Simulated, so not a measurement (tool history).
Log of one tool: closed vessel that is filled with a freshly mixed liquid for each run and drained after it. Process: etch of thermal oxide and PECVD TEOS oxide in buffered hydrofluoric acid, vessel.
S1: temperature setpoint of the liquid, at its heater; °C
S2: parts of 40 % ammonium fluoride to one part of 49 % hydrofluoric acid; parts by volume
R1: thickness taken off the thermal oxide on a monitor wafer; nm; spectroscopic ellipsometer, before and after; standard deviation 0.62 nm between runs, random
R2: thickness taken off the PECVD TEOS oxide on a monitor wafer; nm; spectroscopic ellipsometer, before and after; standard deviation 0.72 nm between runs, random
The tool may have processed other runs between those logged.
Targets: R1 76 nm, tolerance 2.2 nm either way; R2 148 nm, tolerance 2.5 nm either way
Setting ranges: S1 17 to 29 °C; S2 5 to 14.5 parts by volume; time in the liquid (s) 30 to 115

Run 1, day 0: S1 21 °C, S2 9 parts by volume, time in the liquid (s) 60. Result: R1 59.883 nm, R2 116.51 nm.
Run 2, day 0.362: S1 22 °C, S2 9 parts by volume, time in the liquid (s) 60. Result: R1 63.212 nm, R2 122.35 nm.
Run 3, day 0.479: S1 22.5 °C, S2 9 parts by volume, time in the liquid (s) 60. Result: R1 64.645 nm, R2 125.07 nm.
Run 4, day 0.508: S1 23 °C, S2 9 parts by volume, time in the liquid (s) 60. Result: R1 65.979 nm, R2 129.64 nm.
Run 5, day 0.85: S1 23 °C, S2 6.5 parts by volume, time in the liquid (s) 60. Result: R1 91.96 nm, R2 181.28 nm.
Run 6, day 0.988: S1 22.5 °C, S2 6.5 parts by volume, time in the liquid (s) 60. Result: R1 89.966 nm, R2 175.37 nm.
Run 7, day 1.062: S1 22 °C, S2 6.5 parts by volume, time in the liquid (s) 60. Result: R1 89.498 nm, R2 171.47 nm.
Run 8, day 1.362: S1 21.5 °C, S2 6.5 parts by volume, time in the liquid (s) 60. Result: R1 84.525 nm, R2 166.94 nm.

Below are 4 possible settings for the next run. Only one of them brings all results inside the allowed miss of their targets. Which is it?
Run A, day 1.662: S1 23.5 °C, S2 8.5 parts by volume, time in the liquid (s) 80. Result: R1 ?, R2 ?.
Run B, day 1.662: S1 27.5 °C, S2 10 parts by volume, time in the liquid (s) 75. Result: R1 ?, R2 ?.
Run C, day 1.662: S1 23 °C, S2 8 parts by volume, time in the liquid (s) 60. Result: R1 ?, R2 ?.
Run D, day 1.662: S1 26.5 °C, S2 9 parts by volume, time in the liquid (s) 55. Result: R1 ?, R2 ?.

move      R1      R2
   A  96.221  188.67
   B  98.467  193.07
   C  74.986  147.03
   D  73.136  143.41
A: the biggest miss grows against the last run
B: the biggest miss grows against the last run
C: meets every target
D: takes the result that was furthest off past its target
Correct choice: C, which meets every target
